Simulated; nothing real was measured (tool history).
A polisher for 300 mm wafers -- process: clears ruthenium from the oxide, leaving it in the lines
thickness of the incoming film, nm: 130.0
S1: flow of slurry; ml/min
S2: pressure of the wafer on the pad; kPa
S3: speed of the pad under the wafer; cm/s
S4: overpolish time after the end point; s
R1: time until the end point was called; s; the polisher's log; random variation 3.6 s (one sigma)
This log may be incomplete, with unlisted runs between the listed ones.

run    day   S1    S2   S3  S4      R1
  1      0  260  16.5  104   4  111.73
  2  0.033  260  16.5  104   4  112.14
  3    0.2  260  16.5   92   4  123.58
  4  0.446  260  16.5  106   4  109.69
  5  0.538  260  16.5  106   4  106.54
     0.725  -- worn pad replaced by a new one
  6  0.725  260  16.5  106   4  100.42

The next listed run, before its measurement:
  7  0.846  260  14.5  100   4   ?

R1: 115.59 s
